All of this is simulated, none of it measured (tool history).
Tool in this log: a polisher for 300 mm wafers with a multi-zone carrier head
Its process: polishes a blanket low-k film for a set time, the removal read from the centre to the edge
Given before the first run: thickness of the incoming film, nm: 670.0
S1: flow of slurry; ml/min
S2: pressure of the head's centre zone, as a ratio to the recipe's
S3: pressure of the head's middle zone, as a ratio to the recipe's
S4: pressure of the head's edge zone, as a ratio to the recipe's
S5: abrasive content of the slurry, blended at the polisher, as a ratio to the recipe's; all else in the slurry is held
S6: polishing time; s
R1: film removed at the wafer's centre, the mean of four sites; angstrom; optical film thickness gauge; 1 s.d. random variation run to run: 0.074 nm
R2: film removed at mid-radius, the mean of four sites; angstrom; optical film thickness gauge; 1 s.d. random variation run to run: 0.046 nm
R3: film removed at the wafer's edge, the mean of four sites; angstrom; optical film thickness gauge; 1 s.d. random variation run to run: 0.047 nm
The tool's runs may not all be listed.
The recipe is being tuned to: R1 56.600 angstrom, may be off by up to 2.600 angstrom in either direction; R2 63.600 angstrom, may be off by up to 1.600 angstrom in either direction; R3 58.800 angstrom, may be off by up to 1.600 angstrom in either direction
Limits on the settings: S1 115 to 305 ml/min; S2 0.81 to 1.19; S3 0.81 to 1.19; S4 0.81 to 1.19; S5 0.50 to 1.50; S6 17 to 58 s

run,hour,S1,S2,S3,S4,S5,S6,R1,R2,R3
1,0.0,195,1.00,1.00,1.00,1.00,37,97.725,93.858,91.449
2,2.7,190,0.98,1.00,0.98,0.95,36,93.495,89.906,86.768
3,7.2,190,0.98,1.00,0.98,0.75,36,83.563,80.898,78.851
4,13.2,190,0.98,1.00,0.98,0.65,36,78.232,74.437,74.064
5,14.8,190,0.98,1.00,0.98,0.65,29,62.510,60.692,59.159
6,19.2,190,0.98,1.00,0.94,0.65,29,61.555,60.821,58.619
7,21.4,190,0.98,1.00,0.94,0.65,29,64.083,60.892,58.168
8,25.9,190,0.96,1.01,0.94,0.65,29,62.149,61.187,58.231
# hour 29.7: centre zone pressure recalibrated
9,29.7,190,0.94,1.02,0.95,0.65,29,57.095,62.509,58.807

Exercise: of the 4 proposed moves below, exactly one satisfies all targets within the stated allowed misses. Which move is it?
A,33.5,265,0.98,0.99,0.95,0.55,30,?,?,?
B,33.5,210,0.96,0.99,0.95,0.65,29,?,?,?
C,33.5,195,0.94,0.99,0.95,0.75,27,?,?,?
D,33.5,185,0.91,1.02,0.90,0.70,29,?,?,?

move,R1,R2,R3
A,58.338,59.891,57.213
B,58.175,60.880,58.559
C,56.205,59.861,57.724
D,56.618,63.461,58.274
A: its largest miss is bigger than the last run's
B: its largest miss is bigger than the last run's
C: its largest miss is bigger than the last run's
D: all results land within tolerance of their targets
D meets every target.

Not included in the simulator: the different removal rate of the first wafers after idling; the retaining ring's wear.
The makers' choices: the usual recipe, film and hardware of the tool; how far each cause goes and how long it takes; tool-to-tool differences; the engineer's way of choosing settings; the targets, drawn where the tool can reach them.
